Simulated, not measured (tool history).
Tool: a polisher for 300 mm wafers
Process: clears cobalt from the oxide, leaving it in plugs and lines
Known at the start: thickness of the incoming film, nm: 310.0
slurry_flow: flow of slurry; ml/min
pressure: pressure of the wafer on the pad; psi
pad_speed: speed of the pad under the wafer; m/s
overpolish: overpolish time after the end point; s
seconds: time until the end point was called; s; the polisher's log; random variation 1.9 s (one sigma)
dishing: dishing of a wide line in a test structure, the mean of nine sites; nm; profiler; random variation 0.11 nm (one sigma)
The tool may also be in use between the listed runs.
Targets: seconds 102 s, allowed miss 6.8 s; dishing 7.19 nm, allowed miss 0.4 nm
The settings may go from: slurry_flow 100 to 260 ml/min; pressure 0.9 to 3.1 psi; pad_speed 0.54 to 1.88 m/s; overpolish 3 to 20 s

run    day  slurry_flow  pressure  pad_speed  overpolish  seconds  dishing
  1      0          165         2        1.2          10   69.227   13.553
  2  0.025          165         2       1.38          10   60.542    14.16
  3  0.321          155       2.1       1.12           8   71.193   13.347
  4  0.546          185       2.1       0.94           7   81.137   12.477
  5  0.592          185       1.7       0.94           7   99.962   11.685
  6  0.779          205       1.5       1.02           6   102.61   10.731
  7  1.112          220       1.3       1.12           5   105.89   9.5415
  8  1.475          230       1.2       1.22           4    102.3     8.63
  9  1.504          240       1.1       1.28           4   113.03   8.0682
 10  1.675          245       1.1       1.34           4   100.54   8.8031
 11  1.742          250         1       1.36           4   113.86   8.3745
 12  1.888          255         1       1.44           4   107.54   8.4881
 13  1.983          255         1       1.44           4   104.76   8.5181

Which of these 4 next moves meets every target?
  A  2.079          220       0.9       1.44           3        ?        ?
  B  2.079          260       0.9       1.68           3        ?        ?
  C  2.079          260       0.9        1.4           3        ?        ?
  D  2.079          255       1.3        1.2           7        ?        ?

move  seconds  dishing
   A   119.52     6.66
   B   100.75   7.5064
   C   120.38   6.6264
   D   98.987   11.979
A: takes the result that was furthest off past its target
B: meets every target
C: takes the result that was furthest off past its target
D: further off than the last run
The right move is B.

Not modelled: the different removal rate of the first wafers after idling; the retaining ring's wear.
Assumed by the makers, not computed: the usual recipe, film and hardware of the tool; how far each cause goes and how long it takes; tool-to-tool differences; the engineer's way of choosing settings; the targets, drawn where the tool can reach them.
